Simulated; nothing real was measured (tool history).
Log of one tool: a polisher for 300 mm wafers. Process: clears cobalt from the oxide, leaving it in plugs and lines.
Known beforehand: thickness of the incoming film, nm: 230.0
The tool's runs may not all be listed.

run  hour  flow of slurry (ml/min)  pressure of the wafer on the pad (kPa)  speed of the pad under the wafer (m/s)  overpolish time after the end point (s)  time until the end point was called (s)  dishing of a wide line in a test structure (nm)
  1     0                      270                                     9.7                                    1.16                                       11                                   58.409                                           32.163
  2   0.7                      270                                      11                                     1.2                                       12                                   49.238                                           38.152
  3   6.6                      270                                    12.4                                     1.2                                       12                                   43.236                                           39.797
  4    13                      270                                    13.1                                    1.26                                       13                                   39.294                                           42.984
     17.8  -- slurry nozzle cleaned
  5  17.8                      270                                    13.8                                     1.3                                       14                                   34.964                                           48.201
  6  21.6                      270                                    13.8                                     1.3                                       12                                   34.126                                           45.394

Forecast run 7:
  7  24.6                      270                                    13.8                                     1.3                                       13                                        ?                                                ?

time until the end point was called (s): 35.393
dishing of a wide line in a test structure (nm): 47.111
